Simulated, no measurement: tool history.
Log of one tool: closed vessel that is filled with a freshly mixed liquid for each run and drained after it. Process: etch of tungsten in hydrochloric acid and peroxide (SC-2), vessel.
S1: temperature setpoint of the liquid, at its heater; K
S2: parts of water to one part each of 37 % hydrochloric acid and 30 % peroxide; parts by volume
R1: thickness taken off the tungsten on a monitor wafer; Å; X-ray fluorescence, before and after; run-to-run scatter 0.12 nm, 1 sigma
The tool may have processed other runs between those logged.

Run 1, hour 0: S1 326.15 K, S2 10 parts by volume, time in the liquid (s) 195. Result: R1 412.26 Å.
Run 2, hour 3.4: S1 323.65 K, S2 10 parts by volume, time in the liquid (s) 195. Result: R1 356.08 Å.
Run 3, hour 8.7: S1 319.15 K, S2 10 parts by volume, time in the liquid (s) 195. Result: R1 262.34 Å.
Run 4, hour 15: S1 318.15 K, S2 10 parts by volume, time in the liquid (s) 195. Result: R1 242.96 Å.
Run 5, hour 21: S1 317.15 K, S2 10 parts by volume, time in the liquid (s) 195. Result: R1 230.9 Å.
Run 6, hour 29.6: S1 317.15 K, S2 10 parts by volume, time in the liquid (s) 210. Result: R1 243.36 Å.
Run 7, hour 32.8: S1 316.15 K, S2 10 parts by volume, time in the liquid (s) 210. Result: R1 229.58 Å.
Run 8, hour 35.4: S1 315.15 K, S2 10 parts by volume, time in the liquid (s) 210. Result: R1 213.82 Å.
Run 9, hour 44.3: S1 315.15 K, S2 10 parts by volume, time in the liquid (s) 210. Result: R1 215.59 Å.

Forecast run 10:
Run 10, hour 49.3: S1 311.65 K, S2 10 parts by volume, time in the liquid (s) 210. Result: R1 ?.

Run 10 yielded R1 166.97 Å.
